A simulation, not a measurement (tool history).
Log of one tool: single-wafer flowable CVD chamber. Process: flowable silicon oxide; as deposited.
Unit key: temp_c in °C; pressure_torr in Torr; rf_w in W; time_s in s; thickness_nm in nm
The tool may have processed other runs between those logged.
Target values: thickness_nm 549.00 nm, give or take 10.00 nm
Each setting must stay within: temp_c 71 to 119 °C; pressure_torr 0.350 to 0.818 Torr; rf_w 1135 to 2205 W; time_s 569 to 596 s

run	hour	temp_c	pressure_torr	rf_w	time_s	thickness_nm
1	0.0	95	0.584	1670	596	279.93
2	6.7	95	0.584	1445	596	257.71
3	10.7	88	0.585	1445	596	321.77
4	16.9	88	0.585	1635	596	343.33
5	17.9	79	0.585	1635	596	440.33
6	25.7	77	0.585	1635	596	462.11
# hour 30.3: thermocouple changed; heater temperature recalibrated
7	30.3	75	0.585	1635	596	433.12
8	36.0	74	0.604	1635	596	461.04
9	39.0	73	0.642	1645	596	496.41
10	47.0	72	0.662	1650	596	530.41
11	49.7	72	0.665	1650	596	530.51
12	52.8	72	0.668	1650	596	535.10
13	54.0	72	0.669	1650	596	535.19
14	63.0	72	0.669	1650	596	530.28
15	64.1	72	0.672	1650	596	536.14

4 next moves are on the table. One of them brings every result within its allowed miss. Which?
A	65.2	78	0.746	1635	594	?
B	65.2	81	0.792	1715	591	?
C	65.2	72	0.689	1760	576	?
D	65.2	73	0.712	1515	580	?

move	thickness_nm
A	506.90
B	502.77
C	542.62
D	516.51
A: misses by more than the last run did
B: misses by more than the last run did
C: all results in spec
D: misses by more than the last run did
The right move is C.
